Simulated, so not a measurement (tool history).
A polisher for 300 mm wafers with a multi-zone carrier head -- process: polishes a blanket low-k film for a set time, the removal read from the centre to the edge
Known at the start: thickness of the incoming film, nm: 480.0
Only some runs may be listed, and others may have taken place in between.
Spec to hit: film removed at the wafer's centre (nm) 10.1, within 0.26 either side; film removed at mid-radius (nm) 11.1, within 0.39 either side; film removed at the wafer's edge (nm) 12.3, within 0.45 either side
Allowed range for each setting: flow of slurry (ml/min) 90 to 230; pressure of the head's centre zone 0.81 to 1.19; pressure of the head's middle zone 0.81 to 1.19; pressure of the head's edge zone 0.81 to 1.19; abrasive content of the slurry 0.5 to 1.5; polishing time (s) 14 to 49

run	hour	flow of slurry (ml/min)	pressure of the head's centre zone	pressure of the head's middle zone	pressure of the head's edge zone	abrasive content of the slurry	polishing time (s)	film removed at the wafer's centre (nm)	film removed at mid-radius (nm)	film removed at the wafer's edge (nm)
1	0	150	1	1	1	1	31	10.33	9.7563	10.543
2	3	150	1	1.07	1	1	31	10.095	10.52	10.507
3	5.2	150	1	1.15	1	1	31	10.133	11.075	10.293
4	5.8	150	1	1.11	1	1	31	10.188	10.671	10.507
5	8.7	150	1.05	1.11	1	1	31	10.629	10.893	10.438
6	9.4	145	1.02	1.11	1.03	1.05	31	10.745	10.984	10.806
7	12.4	145	0.98	1.11	1.06	1.05	31	10.059	11.152	10.832
8	17.8	145	0.97	1.08	1.08	1.1	31	10.397	11.094	11.074
9	21	140	0.94	1.06	1.1	1.15	31	10.092	11.162	11.734

Consider the 4 candidate settings below. Which is the only one whose results all fall within their allowed miss of target?
A	24.2	135	0.9	1.01	1.09	1.2	32	?	?	?
B	24.2	135	0.94	1	1.1	1.15	33	?	?	?
C	24.2	135	0.89	1.18	1	1.15	31	?	?	?
D	24.2	130	0.86	0.97	1.17	1.1	33	?	?	?

move	film removed at the wafer's centre (nm)	film removed at mid-radius (nm)	film removed at the wafer's edge (nm)
A	10.203	11.288	11.966
B	10.775	11.316	12.148
C	9.5906	12.173	10.905
D	9.5618	10.735	12.183
A: all results in spec
B: meets the target for the result that was furthest off, but another lies outside its allowed miss
C: further off than the last run
D: meets the target for the result that was furthest off, but another lies outside its allowed miss
Correct choice: A, which meets every target
